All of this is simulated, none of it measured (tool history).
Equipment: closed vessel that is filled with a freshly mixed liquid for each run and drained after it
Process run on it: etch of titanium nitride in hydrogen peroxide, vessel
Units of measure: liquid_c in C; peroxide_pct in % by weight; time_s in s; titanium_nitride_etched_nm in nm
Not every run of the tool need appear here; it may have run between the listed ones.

run	hour	liquid_c	peroxide_pct	time_s	titanium_nitride_etched_nm
1	0.0	52.0	19.0	435	28.303
2	6.4	52.0	20.5	435	28.972
3	8.1	56.5	20.5	435	39.903
4	15.0	52.5	20.5	435	29.243
5	17.5	52.5	20.5	465	31.902
6	20.9	49.5	20.5	465	25.433
7	23.7	49.5	20.5	465	25.306
8	31.6	47.5	20.5	465	22.388
9	35.0	46.0	20.5	465	19.531
10	39.3	45.0	20.5	465	17.966

Run 11, settings as shown, results not yet in. Your forecast:
11	45.4	44.5	20.5	465	?

Run 11 produced titanium_nitride_etched_nm 17.792 nm.
